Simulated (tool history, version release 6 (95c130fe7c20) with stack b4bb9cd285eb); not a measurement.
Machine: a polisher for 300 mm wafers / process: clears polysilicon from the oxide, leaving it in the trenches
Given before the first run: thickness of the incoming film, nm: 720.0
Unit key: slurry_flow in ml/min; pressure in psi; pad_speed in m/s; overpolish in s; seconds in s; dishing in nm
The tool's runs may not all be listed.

run  hour  slurry_flow  pressure  pad_speed  overpolish  seconds  dishing
  1   0.0          205       3.2       0.80          19   62.838   51.624
  2   8.1          250       3.2       0.80          19   60.542   52.148
  3  10.5          250       3.9       0.80          19   51.176   52.377
  4  17.4          230       3.7       0.74          17   58.059   53.038
  5  25.4          230       4.3       0.74          17   48.935   51.286
  6  26.2          230       5.0       0.74          17   44.604   50.123
  7  31.6          210       4.7       0.68          15   51.696   50.630
  8  36.6          195       4.5       0.62          13   56.953   49.038
  9  41.3          185       4.2       0.58          12   65.313   47.758

What will run 10 give?
 10  45.8          175       4.0       0.54          11        ?        ?

{"run 10": {"seconds": 75.327, "dishing": 45.02}}
